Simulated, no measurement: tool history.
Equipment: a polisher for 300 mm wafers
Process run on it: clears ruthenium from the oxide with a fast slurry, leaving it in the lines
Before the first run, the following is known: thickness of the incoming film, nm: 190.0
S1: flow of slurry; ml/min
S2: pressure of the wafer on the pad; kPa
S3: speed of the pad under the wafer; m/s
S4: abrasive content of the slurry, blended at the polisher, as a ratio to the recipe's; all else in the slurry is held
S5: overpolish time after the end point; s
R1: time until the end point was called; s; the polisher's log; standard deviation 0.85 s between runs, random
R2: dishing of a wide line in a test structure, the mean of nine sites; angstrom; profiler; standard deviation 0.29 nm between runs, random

run	hour	S1	S2	S3	S4	S5	R1	R2
1	0	270	13.1	0.88	1	26	118.45	410.42
2	4.8	330	13.1	0.88	1	26	116.74	424.58
3	13.8	365	13.1	0.88	1	26	114.76	414.63
4	17.5	380	13.1	0.88	1	21	116.66	351.27
# hour 18.8: slurry blender recalibrated
5	18.8	390	13.8	0.88	1	17	91.692	354.92
6	22	420	13.8	0.88	1	17	90.326	364.32
7	24.3	345	12.4	0.88	1	8	100.21	162.83
8	31.5	360	12.4	0.88	1	9	98.735	179.71
9	32.5	370	12.4	0.88	1	10	98.39	202.11
10	39.6	370	12.4	0.88	1	10	98.872	200.69
11	42.1	380	12.4	0.88	1	11	98.393	219.11
12	46.4	380	12.4	0.88	1	12	99.717	239
13	51	375	12.4	0.88	1	12	100.1	242.12
14	52.8	370	12.4	0.88	1	12	98.298	248.31

Expected results for the next run?
15	59.1	360	12.4	0.88	1	12	?	?

{"run 15": {"R1": 99.851, "R2": 242.49}}
